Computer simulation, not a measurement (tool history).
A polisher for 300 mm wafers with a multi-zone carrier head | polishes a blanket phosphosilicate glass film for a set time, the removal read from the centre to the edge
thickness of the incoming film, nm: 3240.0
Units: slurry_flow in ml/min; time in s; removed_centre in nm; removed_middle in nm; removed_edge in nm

run,hour,slurry_flow,centre_zone,middle_zone,edge_zone,slurry_solids,time,removed_centre,removed_middle,removed_edge
1,0.0,305,1.00,1.00,1.00,1.00,47,277.40,290.62,288.92
2,3.2,315,1.05,0.98,1.05,1.15,48,311.23,307.00,313.80
3,10.6,310,1.08,0.95,1.08,1.25,51,353.85,326.47,349.64
4,18.0,310,1.14,0.95,1.08,1.25,51,373.76,323.53,344.79
5,24.3,310,1.14,0.99,1.08,1.25,51,372.71,338.68,346.45
6,32.7,310,1.14,0.99,1.08,1.35,51,374.44,346.82,359.94

Forecast run 7:
7,39.0,310,1.14,0.99,1.08,1.35,51,?,?,?

Run 7 gave removed_centre 377.04 nm, removed_middle 348.00 nm, removed_edge 356.65 nm.

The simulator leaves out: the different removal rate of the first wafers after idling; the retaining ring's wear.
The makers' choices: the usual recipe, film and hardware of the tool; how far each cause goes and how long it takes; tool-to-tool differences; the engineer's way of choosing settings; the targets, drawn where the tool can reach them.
